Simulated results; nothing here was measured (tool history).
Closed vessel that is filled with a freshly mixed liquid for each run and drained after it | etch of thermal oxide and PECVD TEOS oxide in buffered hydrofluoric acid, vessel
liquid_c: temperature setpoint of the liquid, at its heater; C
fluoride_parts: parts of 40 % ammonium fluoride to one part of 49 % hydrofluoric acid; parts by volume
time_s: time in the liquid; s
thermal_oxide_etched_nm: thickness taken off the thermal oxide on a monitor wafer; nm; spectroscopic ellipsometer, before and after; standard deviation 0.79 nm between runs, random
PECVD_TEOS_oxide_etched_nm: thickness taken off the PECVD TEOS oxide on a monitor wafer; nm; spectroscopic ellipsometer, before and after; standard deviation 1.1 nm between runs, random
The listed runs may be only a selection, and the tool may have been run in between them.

run,day,liquid_c,fluoride_parts,time_s,thermal_oxide_etched_nm,PECVD_TEOS_oxide_etched_nm
1,0,22,21.5,100,55.135,124.48
2,0.125,24,21.5,100,62.083,138.25
3,0.442,24,17.5,100,74.926,166.41
4,0.729,24,17.5,85,63.529,142.9
# day 0.946: thermometer replaced
5,0.946,24,22.5,85,46.453,103.03
6,1.054,24,22.5,130,71.393,157.16
7,1.392,25,22,130,75.153,167.9

What does the tool deliver on the next run?
8,1.596,25.5,22,130,?,?

thermal_oxide_etched_nm: 75.726 nm
PECVD_TEOS_oxide_etched_nm: 172.98 nm

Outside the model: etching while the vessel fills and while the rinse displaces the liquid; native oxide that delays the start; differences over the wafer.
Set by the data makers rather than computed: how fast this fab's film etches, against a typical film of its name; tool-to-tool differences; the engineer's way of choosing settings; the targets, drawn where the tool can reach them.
